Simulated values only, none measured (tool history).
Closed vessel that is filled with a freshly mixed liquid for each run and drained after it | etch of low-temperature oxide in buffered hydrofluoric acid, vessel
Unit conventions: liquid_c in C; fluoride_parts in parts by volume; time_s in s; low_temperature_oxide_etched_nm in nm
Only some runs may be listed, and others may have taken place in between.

| run | hour | liquid_c | fluoride_parts | time_s | low_temperature_oxide_etched_nm |
|---|---|---|---|---|---|
| 1 | 0 | 22 | 14 | 35 | 97.588 |
| 2 | 7 | 23 | 14 | 35 | 102.09 |
| 3 | 12.8 | 23.5 | 14 | 35 | 106.91 |
| 4 | 14.2 | 23.5 | 14 | 30 | 89.985 |
| 5 | 22.8 | 25 | 14 | 30 | 97.108 |
| 6 | 30.8 | 26.5 | 14 | 30 | 105.84 |

Forecast run 7:
| 7 | 34.2 | 26.5 | 14 | 30 | ? |

Logged for run 7: low_temperature_oxide_etched_nm 104.66 nm.
